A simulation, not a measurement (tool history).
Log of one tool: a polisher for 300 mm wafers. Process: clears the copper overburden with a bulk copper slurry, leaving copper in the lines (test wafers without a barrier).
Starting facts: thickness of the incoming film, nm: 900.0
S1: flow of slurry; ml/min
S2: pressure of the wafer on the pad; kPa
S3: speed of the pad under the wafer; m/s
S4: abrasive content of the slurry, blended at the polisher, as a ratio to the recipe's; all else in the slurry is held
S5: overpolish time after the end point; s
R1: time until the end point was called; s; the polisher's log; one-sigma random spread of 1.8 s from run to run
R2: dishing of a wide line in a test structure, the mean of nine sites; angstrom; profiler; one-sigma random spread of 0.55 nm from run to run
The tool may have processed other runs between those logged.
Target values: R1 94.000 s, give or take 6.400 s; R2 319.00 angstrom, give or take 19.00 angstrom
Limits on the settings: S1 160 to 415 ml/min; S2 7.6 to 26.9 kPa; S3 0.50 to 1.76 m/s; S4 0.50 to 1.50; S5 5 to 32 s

run  hour   S1    S2    S3    S4  S5       R1      R2
  1   0.0  265  17.2  1.12  1.00  16  109.470  758.20
  2   1.2  270  15.2  1.22  1.00  14  110.480  672.73
  3   7.7  275  13.8  1.30  1.00  12  112.380  582.47
  4  13.2  275  13.8  1.56  1.00  12   92.902  666.79
  5  16.6  300  12.4  1.60  0.95  11   94.360  589.70
  6  20.3  320  11.7  1.64  0.85  10  105.490  551.02
  7  21.9  295  11.0  1.62  0.95   9  100.750  474.54
     29.3  -- worn pad replaced by a new one
  8  29.3  295  10.3  1.64  1.00   8   96.875  456.14
  9  30.8  285   9.7  1.62  1.05   7  107.390  386.95
 10  38.8  280   9.7  1.64  1.10   7  101.900  410.82
 11  47.4  255   9.0  1.64  1.20   7  105.680  378.69

4 next moves are on the table. One of them brings every result within its allowed miss. Which?
  A  56.0  220  11.0  1.58  1.25   9   ?   ?
  B  56.0  245   9.7  1.52  1.15   8   ?   ?
  C  56.0  265   9.7  1.76  1.05   8   ?   ?
  D  56.0  250  13.1  1.40  1.15   5   ?   ?

move       R1      R2
   A   95.365  539.42
   B  109.480  434.57
   C   96.415  482.22
   D   95.978  329.61
A: further off than the last run
B: further off than the last run
C: further off than the last run
D: every result lands within tolerance
Go with D: it meets all targets.
